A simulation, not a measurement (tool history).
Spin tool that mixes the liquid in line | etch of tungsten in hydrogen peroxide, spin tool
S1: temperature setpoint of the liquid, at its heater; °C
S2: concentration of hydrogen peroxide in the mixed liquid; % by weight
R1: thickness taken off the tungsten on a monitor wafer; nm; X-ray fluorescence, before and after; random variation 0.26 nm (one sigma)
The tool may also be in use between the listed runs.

run 1 hour=0 | S1=51 S2=23 time_under_the_liquid_(s)=50 | R1=85.747
run 2 hour=8.4 | S1=51 S2=24.5 time_under_the_liquid_(s)=50 | R1=88.662
run 3 hour=11.1 | S1=45.5 S2=24.5 time_under_the_liquid_(s)=50 | R1=63.352
run 4 hour=12.9 | S1=51 S2=24.5 time_under_the_liquid_(s)=50 | R1=89.301
run 5 hour=17.4 | S1=51 S2=24.5 time_under_the_liquid_(s)=50 | R1=88.168
run 6 hour=24.1 | S1=49 S2=24.5 time_under_the_liquid_(s)=50 | R1=78.392
run 7 hour=30.3 | S1=47.5 S2=24.5 time_under_the_liquid_(s)=50 | R1=71.235
run 8 hour=34.6 | S1=46.5 S2=24.5 time_under_the_liquid_(s)=50 | R1=66.941
run 9 hour=41.3 | S1=40 S2=24.5 time_under_the_liquid_(s)=50 | R1=44.327
run 10 hour=43 | S1=40.5 S2=24.5 time_under_the_liquid_(s)=50 | R1=45.965

The next listed run, before its measurement:
run 11 hour=43.9 | S1=41 S2=24.5 time_under_the_liquid_(s)=50 | R1=?

R1: 47.497 nm

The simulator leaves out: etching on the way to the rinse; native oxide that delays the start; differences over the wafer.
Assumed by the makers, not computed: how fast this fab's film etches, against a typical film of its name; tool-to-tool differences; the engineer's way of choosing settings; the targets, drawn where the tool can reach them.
